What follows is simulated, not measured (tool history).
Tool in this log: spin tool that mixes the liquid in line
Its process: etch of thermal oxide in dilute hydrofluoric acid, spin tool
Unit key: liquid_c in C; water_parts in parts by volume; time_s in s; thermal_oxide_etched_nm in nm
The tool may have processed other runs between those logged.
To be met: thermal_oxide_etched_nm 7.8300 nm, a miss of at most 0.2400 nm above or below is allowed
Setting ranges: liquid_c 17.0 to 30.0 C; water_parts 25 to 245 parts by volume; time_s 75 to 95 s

| run | hour | liquid_c | water_parts | time_s | thermal_oxide_etched_nm |
|---|---|---|---|---|---|
| 1 | 0.0 | 22.0 | 135 | 95 | 3.0046 |
| 2 | 7.1 | 25.5 | 135 | 95 | 3.4070 |
| 3 | 14.4 | 26.0 | 125 | 95 | 3.8242 |
| 4 | 17.4 | 26.0 | 170 | 95 | 2.6812 |
| 5 | 18.3 | 26.0 | 170 | 75 | 2.0671 |
| 6 | 27.3 | 26.0 | 130 | 75 | 2.8761 |
| 7 | 29.3 | 26.5 | 115 | 75 | 3.4125 |
| 8 | 30.8 | 26.5 | 115 | 75 | 3.3739 |
| 9 | 34.6 | 27.0 | 100 | 75 | 4.0736 |
| 10 | 38.6 | 27.5 | 90 | 75 | 4.6439 |
| 11 | 44.1 | 28.0 | 85 | 75 | 4.9916 |
| 12 | 50.5 | 28.5 | 80 | 75 | 5.4685 |
| 13 | 58.3 | 28.5 | 75 | 75 | 5.9454 |
| 14 | 66.7 | 28.5 | 70 | 75 | 6.3757 |
| 15 | 71.2 | 29.5 | 65 | 75 | 7.2351 |
| 16 | 78.4 | 30.0 | 65 | 75 | 7.3239 |

Which of these 5 next moves meets every target?
| A | 85.6 | 28.0 | 70 | 80 | ? |
| B | 85.6 | 28.5 | 70 | 80 | ? |
| C | 85.6 | 30.0 | 80 | 95 | ? |
| D | 85.6 | 29.5 | 70 | 75 | ? |
| E | 85.6 | 30.0 | 65 | 80 | ? |

| move | thermal_oxide_etched_nm |
|---|---|
| A | 6.7356 |
| B | 6.8685 |
| C | 7.4533 |
| D | 6.6942 |
| E | 7.8984 |
A: moves away from the targets compared with the last run
B: moves away from the targets compared with the last run
C: better than the last run, though not everything is in spec
D: moves away from the targets compared with the last run
E: meets every target
The move that meets every target is E.
